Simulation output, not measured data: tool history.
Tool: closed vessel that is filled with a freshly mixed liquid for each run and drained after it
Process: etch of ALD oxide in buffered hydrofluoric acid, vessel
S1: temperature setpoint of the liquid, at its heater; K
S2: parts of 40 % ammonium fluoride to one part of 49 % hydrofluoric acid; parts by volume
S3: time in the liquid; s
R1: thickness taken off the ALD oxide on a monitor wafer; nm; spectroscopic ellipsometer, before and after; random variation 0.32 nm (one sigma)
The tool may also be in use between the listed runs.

run	hour	S1	S2	S3	R1
1	0.0	296.15	12.0	35	107.720
2	7.7	294.65	12.0	35	98.719
3	16.7	293.65	12.0	35	93.100
4	22.8	292.65	12.0	35	88.542
5	28.4	292.15	12.0	35	86.043
6	37.7	291.65	12.0	35	83.309
7	40.9	291.15	12.0	35	80.933

The next listed run, before its measurement:
8	43.7	290.65	12.5	35	?

Run 8 produced R1 75.568 nm.
